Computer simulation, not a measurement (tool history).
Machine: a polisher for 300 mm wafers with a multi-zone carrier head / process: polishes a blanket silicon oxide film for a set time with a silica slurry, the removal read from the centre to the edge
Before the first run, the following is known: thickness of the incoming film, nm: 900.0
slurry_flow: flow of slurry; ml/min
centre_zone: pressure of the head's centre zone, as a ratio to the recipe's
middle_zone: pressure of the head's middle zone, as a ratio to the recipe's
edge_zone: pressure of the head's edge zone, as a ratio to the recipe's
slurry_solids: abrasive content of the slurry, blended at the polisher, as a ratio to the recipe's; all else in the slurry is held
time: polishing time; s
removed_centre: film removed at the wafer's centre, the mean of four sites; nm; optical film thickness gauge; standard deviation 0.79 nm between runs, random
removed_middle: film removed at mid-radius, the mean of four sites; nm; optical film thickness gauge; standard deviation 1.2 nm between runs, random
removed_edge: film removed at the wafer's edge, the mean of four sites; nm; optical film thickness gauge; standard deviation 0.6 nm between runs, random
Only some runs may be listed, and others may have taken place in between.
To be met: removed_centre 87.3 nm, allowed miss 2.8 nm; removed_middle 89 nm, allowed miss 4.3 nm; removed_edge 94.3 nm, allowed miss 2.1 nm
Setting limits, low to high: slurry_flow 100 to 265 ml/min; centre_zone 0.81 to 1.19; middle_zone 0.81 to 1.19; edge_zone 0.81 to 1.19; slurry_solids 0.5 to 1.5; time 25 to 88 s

run  hour  slurry_flow  centre_zone  middle_zone  edge_zone  slurry_solids  time  removed_centre  removed_middle  removed_edge
  1     0          170            1            1          1              1    56           105.1          108.12        110.19
  2   1.3          160         0.98         0.97       0.96           0.95    56          99.288          103.72        106.11
  3   8.7          160         0.98         0.89       0.96           0.95    56          99.719          96.427        105.66
  4  11.5          160         0.98         0.86       0.96           0.95    56          97.399          92.841        104.15
  5  20.2          150         0.97         0.86       0.93           0.95    56          96.166          92.989        102.86
  6  22.7          145         0.96         0.86        0.9           0.95    56          93.891          91.325         101.5
  7  27.7          140         0.96         0.87       0.88           0.95    56          93.533           90.27        99.725
  8  30.9          135         0.95         0.88       0.86           0.95    56          90.811          91.336         98.14
  9  39.5          130         0.95         0.88       0.85           0.95    56          90.692          90.928        96.064

Consider the 5 candidate settings below. Which is the only one whose results all fall within their allowed miss of target?
  A  48.1          125         1.07         0.97       0.82            0.9    56               ?               ?             ?
  B  48.1          130         1.06         0.89       0.84            1.1    49               ?               ?             ?
  C  48.1          125         0.94         0.88       0.85            0.8    61               ?               ?             ?
  D  48.1          135          0.9         0.85       0.85            1.2    51               ?               ?             ?
  E  48.1          100         0.93         0.81       0.87              1    56               ?               ?             ?

move  removed_centre  removed_middle  removed_edge
   A           98.26          97.162         92.52
   B          95.494          88.716        91.515
   C          87.567          91.209        95.683
   D          88.543          93.491        100.38
   E          83.959          83.469        96.562
A: moves away from the targets compared with the last run
B: moves away from the targets compared with the last run
C: hits every target within its allowed miss
D: corrects the largest miss of the last run, while another result sits out of spec
E: the result that was furthest off in the last run now lies on the other side of its target
Answer: C
